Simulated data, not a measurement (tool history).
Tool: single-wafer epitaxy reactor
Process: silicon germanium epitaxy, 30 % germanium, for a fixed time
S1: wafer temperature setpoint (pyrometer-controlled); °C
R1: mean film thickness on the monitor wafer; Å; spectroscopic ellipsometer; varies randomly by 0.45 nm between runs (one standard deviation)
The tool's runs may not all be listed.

{"run": 1, "day": 0.0, "S1": 620, "chamber pressure (mTorr)": 20700, "R1": 912.61}
{"run": 2, "day": 0.333, "S1": 626, "chamber pressure (mTorr)": 20700, "R1": 1019.4}
{"run": 3, "day": 0.45, "S1": 628, "chamber pressure (mTorr)": 20700, "R1": 1057.8}
{"run": 4, "day": 0.796, "S1": 630, "chamber pressure (mTorr)": 20700, "R1": 1096.1}
{"run": 5, "day": 0.829, "S1": 631, "chamber pressure (mTorr)": 20700, "R1": 1113.9}
{"run": 6, "day": 1.104, "S1": 631, "chamber pressure (mTorr)": 17100, "R1": 1050.0}
{"run": 7, "day": 1.367, "S1": 633, "chamber pressure (mTorr)": 17100, "R1": 1086.7}

What will run 8 give?
{"run": 8, "day": 1.496, "S1": 634, "chamber pressure (mTorr)": 17100, "R1": "?"}

R1: 1106.60 Å

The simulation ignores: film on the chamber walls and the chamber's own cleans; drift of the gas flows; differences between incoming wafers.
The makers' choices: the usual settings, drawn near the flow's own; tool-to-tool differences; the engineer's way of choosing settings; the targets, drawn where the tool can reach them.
